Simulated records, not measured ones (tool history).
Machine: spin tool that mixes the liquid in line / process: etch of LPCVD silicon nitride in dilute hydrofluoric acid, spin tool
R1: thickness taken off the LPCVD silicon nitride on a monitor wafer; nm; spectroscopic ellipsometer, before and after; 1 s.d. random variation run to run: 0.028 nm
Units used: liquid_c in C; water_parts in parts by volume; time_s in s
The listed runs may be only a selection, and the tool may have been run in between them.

{"run": 1, "hour": 0.0, "liquid_c": 25.0, "water_parts": 85, "time_s": 275, "R1": 1.9182}
{"run": 2, "hour": 8.1, "liquid_c": 25.0, "water_parts": 60, "time_s": 275, "R1": 2.6519}
{"run": 3, "hour": 8.7, "liquid_c": 25.0, "water_parts": 60, "time_s": 275, "R1": 2.7708}
{"run": 4, "hour": 17.2, "liquid_c": 25.0, "water_parts": 60, "time_s": 275, "R1": 2.706}
{"hour": 25.0, "done": "hydrofluoric acid flow meter replaced"}
{"run": 5, "hour": 25.0, "liquid_c": 25.0, "water_parts": 60, "time_s": 295, "R1": 2.6716}
{"run": 6, "hour": 28.4, "liquid_c": 28.5, "water_parts": 60, "time_s": 295, "R1": 3.358}
{"run": 7, "hour": 31.4, "liquid_c": 27.0, "water_parts": 70, "time_s": 295, "R1": 2.6364}

Forecast run 8:
{"run": 8, "hour": 40.1, "liquid_c": 27.0, "water_parts": 70, "time_s": 295, "R1": "?"}

Run 8 produced R1 2.6053 nm.
